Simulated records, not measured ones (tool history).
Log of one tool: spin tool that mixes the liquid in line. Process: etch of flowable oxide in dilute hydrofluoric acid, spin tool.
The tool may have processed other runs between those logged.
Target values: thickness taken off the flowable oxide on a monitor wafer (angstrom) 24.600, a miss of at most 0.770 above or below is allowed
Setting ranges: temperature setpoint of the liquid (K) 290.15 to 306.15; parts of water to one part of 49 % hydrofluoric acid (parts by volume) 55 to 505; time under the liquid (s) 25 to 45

run	hour	temperature setpoint of the liquid (K)	parts of water to one part of 49 % hydrofluoric acid (parts by volume)	time under the liquid (s)	thickness taken off the flowable oxide on a monitor wafer (angstrom)
1	0.0	298.15	280	45	42.653
2	8.6	296.15	300	45	36.265
3	14.1	299.65	300	45	39.779
4	17.4	297.65	315	45	36.255
# hour 22.0: hydrofluoric acid flow meter replaced
5	22.0	296.15	330	45	34.868
6	27.0	295.65	360	45	30.651
7	35.3	294.65	375	45	27.660
8	37.7	293.65	380	45	26.674
9	44.2	293.15	380	45	25.767
10	50.9	292.65	380	45	25.573
11	56.9	292.65	380	45	25.531

Of the 4 settings listed for the next run, only one would bring every result within its allowed miss of target. Which one?
A	62.9	293.65	430	45	?
B	62.9	293.15	380	45	?
C	62.9	294.15	380	45	?
D	62.9	295.65	425	45	?

move	thickness taken off the flowable oxide on a monitor wafer (angstrom)
A	22.095
B	25.613
C	26.520
D	24.005
A: moves the result that the last run missed by most past its target, out the other side
B: further off than the last run
C: further off than the last run
D: all results land within tolerance of their targets
So the answer is move D, the one that meets all the targets.
